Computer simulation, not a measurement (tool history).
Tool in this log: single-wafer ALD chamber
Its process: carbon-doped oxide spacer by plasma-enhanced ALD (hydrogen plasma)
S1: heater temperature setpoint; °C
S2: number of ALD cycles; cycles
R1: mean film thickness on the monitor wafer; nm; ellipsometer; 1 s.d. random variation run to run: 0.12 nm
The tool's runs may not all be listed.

run	hour	S1	S2	R1
1	0	410	591	27.888
2	7.3	419	591	26.928
3	14	428	591	26.034
4	21.5	421	591	26.855
5	27.7	428	591	26.152
6	35.2	429	572	25.154

Estimate the outcome of run 7 from the log above:
7	38.6	430	557	?

Run 7 gave R1 24.343 nm.

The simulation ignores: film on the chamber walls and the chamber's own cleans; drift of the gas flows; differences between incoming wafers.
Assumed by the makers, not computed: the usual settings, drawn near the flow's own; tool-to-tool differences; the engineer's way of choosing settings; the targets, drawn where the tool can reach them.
